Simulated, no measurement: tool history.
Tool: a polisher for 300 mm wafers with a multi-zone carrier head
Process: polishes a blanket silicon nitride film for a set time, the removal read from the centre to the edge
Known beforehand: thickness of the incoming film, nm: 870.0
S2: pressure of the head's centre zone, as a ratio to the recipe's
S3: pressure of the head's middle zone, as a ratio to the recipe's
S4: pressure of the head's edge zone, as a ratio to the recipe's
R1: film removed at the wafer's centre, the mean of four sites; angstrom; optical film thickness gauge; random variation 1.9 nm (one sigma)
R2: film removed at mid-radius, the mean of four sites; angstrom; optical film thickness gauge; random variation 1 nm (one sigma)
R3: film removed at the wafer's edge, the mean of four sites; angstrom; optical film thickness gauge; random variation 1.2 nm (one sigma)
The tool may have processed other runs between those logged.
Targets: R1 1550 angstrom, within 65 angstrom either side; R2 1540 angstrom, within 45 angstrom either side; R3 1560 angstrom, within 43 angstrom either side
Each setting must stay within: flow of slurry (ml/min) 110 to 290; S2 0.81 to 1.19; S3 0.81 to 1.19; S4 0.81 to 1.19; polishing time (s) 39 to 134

Run 1, hour 0: flow of slurry (ml/min) 185, S2 1, S3 1, S4 1, polishing time (s) 86. Result: R1 1168.8 angstrom, R2 1118.5 angstrom, R3 1142.4 angstrom.
Run 2, hour 4.4: flow of slurry (ml/min) 185, S2 1, S3 1, S4 1, polishing time (s) 70. Result: R1 948.1 angstrom, R2 919.17 angstrom, R3 930.35 angstrom.
Run 3, hour 6.7: flow of slurry (ml/min) 200, S2 1.01, S3 1.03, S4 1.05, polishing time (s) 80. Result: R1 1082.7 angstrom, R2 1072.9 angstrom, R3 1093.5 angstrom.
Run 4, hour 10.9: flow of slurry (ml/min) 200, S2 1.01, S3 1.11, S4 1.05, polishing time (s) 80. Result: R1 1072.7 angstrom, R2 1138.8 angstrom, R3 1094.3 angstrom.
Run 5, hour 12.2: flow of slurry (ml/min) 200, S2 1.01, S3 1.11, S4 1.05, polishing time (s) 71. Result: R1 968.56 angstrom, R2 1015.1 angstrom, R3 986.07 angstrom.
Run 6, hour 18.1: flow of slurry (ml/min) 215, S2 1.04, S3 1.11, S4 1.09, polishing time (s) 81. Result: R1 1129.5 angstrom, R2 1168 angstrom, R3 1138 angstrom.
Run 7, hour 23.5: flow of slurry (ml/min) 225, S2 1.05, S3 1.1, S4 1.12, polishing time (s) 88. Result: R1 1261.9 angstrom, R2 1262 angstrom, R3 1258.1 angstrom.
Run 8, hour 25.7: flow of slurry (ml/min) 230, S2 1.05, S3 1.1, S4 1.14, polishing time (s) 93. Result: R1 1347.7 angstrom, R2 1323.8 angstrom, R3 1338.6 angstrom.
Run 9, hour 34.6: flow of slurry (ml/min) 235, S2 1.05, S3 1.11, S4 1.15, polishing time (s) 97. Result: R1 1432.4 angstrom, R2 1402.4 angstrom, R3 1398.9 angstrom.
Run 10, hour 35.2: flow of slurry (ml/min) 235, S2 1.04, S3 1.11, S4 1.16, polishing time (s) 100. Result: R1 1466.9 angstrom, R2 1450.5 angstrom, R3 1454.9 angstrom.
Run 11, hour 39.8: flow of slurry (ml/min) 240, S2 1.03, S3 1.11, S4 1.17, polishing time (s) 101. Result: R1 1442.7 angstrom, R2 1476.4 angstrom, R3 1470.8 angstrom.
Run 12, hour 43.9: flow of slurry (ml/min) 245, S2 1.03, S3 1.11, S4 1.18, polishing time (s) 102. Result: R1 1450.3 angstrom, R2 1503.7 angstrom, R3 1514.4 angstrom.
Run 13, hour 50.2: flow of slurry (ml/min) 250, S2 1.04, S3 1.11, S4 1.18, polishing time (s) 102. Result: R1 1461.4 angstrom, R2 1484.1 angstrom, R3 1531 angstrom.
Run 14, hour 52.8: flow of slurry (ml/min) 250, S2 1.05, S3 1.12, S4 1.18, polishing time (s) 102. Result: R1 1490.3 angstrom, R2 1498 angstrom, R3 1500.5 angstrom.

Pick the move, out of 4, that brings all results within their allowed miss; only one does.
Run A, hour 55.4: flow of slurry (ml/min) 245, S2 1, S3 0.97, S4 1.19, polishing time (s) 109. Result: R1 ?, R2 ?, R3 ?.
Run B, hour 55.4: flow of slurry (ml/min) 270, S2 0.9, S3 1.04, S4 1.19, polishing time (s) 103. Result: R1 ?, R2 ?, R3 ?.
Run C, hour 55.4: flow of slurry (ml/min) 275, S2 1.12, S3 1.01, S4 1.14, polishing time (s) 103. Result: R1 ?, R2 ?, R3 ?.
Run D, hour 55.4: flow of slurry (ml/min) 265, S2 1.06, S3 1.11, S4 1.18, polishing time (s) 105. Result: R1 ?, R2 ?, R3 ?.

move      R1      R2      R3
   A  1494.1  1454.3  1596.5
   B  1285.4  1461.6  1519.9
   C  1605.4  1432.1    1489
   D  1542.5  1558.5    1539
A: corrects the largest miss of the last run, while another result sits out of spec
B: corrects the largest miss of the last run, while another result sits out of spec
C: moves away from the targets compared with the last run
D: each result inside its tolerance
D is the move that brings every result within its allowed miss.
